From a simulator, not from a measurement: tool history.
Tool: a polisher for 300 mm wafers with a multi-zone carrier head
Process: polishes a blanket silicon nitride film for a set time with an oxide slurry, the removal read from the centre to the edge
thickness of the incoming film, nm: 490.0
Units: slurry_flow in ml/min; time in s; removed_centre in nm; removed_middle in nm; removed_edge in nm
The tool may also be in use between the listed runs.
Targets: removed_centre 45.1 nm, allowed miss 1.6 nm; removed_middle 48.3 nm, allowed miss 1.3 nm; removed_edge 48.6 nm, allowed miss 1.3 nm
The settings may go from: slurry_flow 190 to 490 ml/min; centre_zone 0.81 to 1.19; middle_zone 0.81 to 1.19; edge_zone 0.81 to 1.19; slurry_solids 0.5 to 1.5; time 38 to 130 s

run	hour	slurry_flow	centre_zone	middle_zone	edge_zone	slurry_solids	time	removed_centre	removed_middle	removed_edge
1	0	315	1	1	1	1	84	40.414	41.029	41.84
2	2.6	315	1	1	1	0.8	84	36.342	36.772	37.42
3	8.3	320	1.01	1.03	1.05	0.9	84	39.138	39.877	40.468
4	14.4	325	1.01	1.05	1.09	0.95	84	40.24	41.417	42.801
5	16.5	365	1.01	1.05	1.09	0.95	84	40.823	41.984	43.234
6	20.3	435	1.01	1.05	1.09	0.95	84	41.345	42.936	42.807
7	27.9	425	1.01	1.07	1.11	1	84	42.242	43.686	44.678
8	28.5	425	1.01	1.1	1.12	1.05	84	43.194	45.646	46.269
9	29.1	425	1.02	1.12	1.13	1.05	84	43.992	46.683	46.234
10	30.8	425	1.02	1.13	1.14	1.05	84	43.324	45.976	46.427
11	35.9	430	1.02	1.14	1.15	1.05	84	42.948	46.524	46.752

Which of these 4 next moves meets every target?
A	41	385	1.02	1.13	1.17	0.9	89	?	?	?
B	41	400	1.04	1	1.19	1.15	86	?	?	?
C	41	455	1.03	1.14	1.16	1.05	87	?	?	?
D	41	430	0.86	1.19	1.06	1.05	86	?	?	?

move	removed_centre	removed_middle	removed_edge
A	42.783	45.242	45.983
B	47.269	45.564	50.552
C	46.027	48.529	48.689
D	39.604	49.206	45.821
A: further off than the last run
B: takes the result that was furthest off past its target
C: meets every target
D: further off than the last run
Move C is the one to make.
